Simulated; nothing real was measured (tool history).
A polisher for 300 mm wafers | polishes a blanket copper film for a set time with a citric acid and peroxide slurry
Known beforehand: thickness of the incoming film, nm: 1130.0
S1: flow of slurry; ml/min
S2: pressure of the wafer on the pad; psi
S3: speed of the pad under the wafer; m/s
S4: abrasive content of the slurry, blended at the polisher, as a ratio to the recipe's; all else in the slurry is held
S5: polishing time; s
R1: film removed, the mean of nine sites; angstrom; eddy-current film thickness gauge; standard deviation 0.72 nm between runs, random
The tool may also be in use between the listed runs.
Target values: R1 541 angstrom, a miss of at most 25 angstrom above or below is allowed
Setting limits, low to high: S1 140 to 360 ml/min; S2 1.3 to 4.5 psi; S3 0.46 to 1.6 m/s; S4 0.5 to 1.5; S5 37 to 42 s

run  hour   S1   S2    S3  S4  S5      R1
  1     0  230  2.9  1.02   1  42  1123.6
  2   6.7  230  2.4  0.94   1  42  882.91
  3   8.8  205  2.4  0.94   1  42  868.73
  4  16.3  205    2   0.9   1  42  695.18
  5  19.3  205  1.8   0.9   1  42  664.84
  6    23  255  1.8   0.9   1  42  681.77
  7  25.1  255  1.6  0.88   1  42  601.85
  8  27.9  255  1.5  0.88   1  42  567.35

Of the 4 settings listed for the next run, only one would bring every result within its allowed miss of target. Which one?
  A  30.7  220  1.6  1.02   0.9  38   ?
  B  30.7  255  1.7  0.78  0.85  42   ?
  C  30.7  220  1.7  0.84   1.1  42   ?
  D  30.7  265  1.9  0.74   1.1  42   ?

move      R1
   A  626.95
   B  564.79
   C  625.74
   D  615.46
A: further off than the last run
B: in spec on every target
C: further off than the last run
D: further off than the last run
Move B is the one to make.
